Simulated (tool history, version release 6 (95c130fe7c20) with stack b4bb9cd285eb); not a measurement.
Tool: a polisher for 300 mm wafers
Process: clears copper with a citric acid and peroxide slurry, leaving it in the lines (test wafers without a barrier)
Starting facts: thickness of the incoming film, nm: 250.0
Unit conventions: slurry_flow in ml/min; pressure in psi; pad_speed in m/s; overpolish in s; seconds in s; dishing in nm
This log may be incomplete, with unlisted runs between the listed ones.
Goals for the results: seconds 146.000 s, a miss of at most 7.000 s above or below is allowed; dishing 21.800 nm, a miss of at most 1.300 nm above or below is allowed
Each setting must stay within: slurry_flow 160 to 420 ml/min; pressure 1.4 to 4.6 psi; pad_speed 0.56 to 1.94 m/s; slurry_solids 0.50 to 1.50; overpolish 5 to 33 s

run    day  slurry_flow  pressure  pad_speed  slurry_solids  overpolish  seconds  dishing
  1  0.000          270       3.0       1.24           1.00          17   99.112   27.542
  2  0.229          270       2.6       1.24           1.00          17  113.490   24.568
  3  0.542          270       2.6       1.24           1.00          22  113.150   29.911
  4  0.625          270       2.5       1.24           1.00          22  117.830   30.066
  5  0.938          230       2.5       1.24           1.00          22  117.510   29.025
  6  0.992          230       2.5       1.24           1.00          19  121.760   25.718
  7  1.017          230       2.4       1.24           1.00          19  126.080   23.808
  8  1.100          225       2.3       1.24           1.00          19  128.600   24.738
  9  1.246          225       2.2       1.24           1.00          19  134.970   23.706

Which one of the following 5 next-run settings gets every result inside its allowed miss? There is exactly one.
  A  1.392          305       2.0       1.18           1.25          19        ?        ?
  B  1.392          210       2.5       1.24           1.00          17        ?        ?
  C  1.392          165       2.1       1.24           1.05          16        ?        ?
  D  1.392          195       2.2       1.02           1.10          28        ?        ?
  E  1.392          165       2.7       0.94           0.85          21        ?        ?

move  seconds  dishing
   A  145.010   22.258
   B  122.220   23.647
   C  147.030   18.972
   D  164.220   27.919
   E  158.790   22.722
A: meets every target
B: the biggest miss grows against the last run
C: brings the result that was furthest off to its target, and leaves another outside
D: carries the result that was furthest off beyond its target, to the other side
E: carries the result that was furthest off beyond its target, to the other side
A is the move that brings every result within its allowed miss.
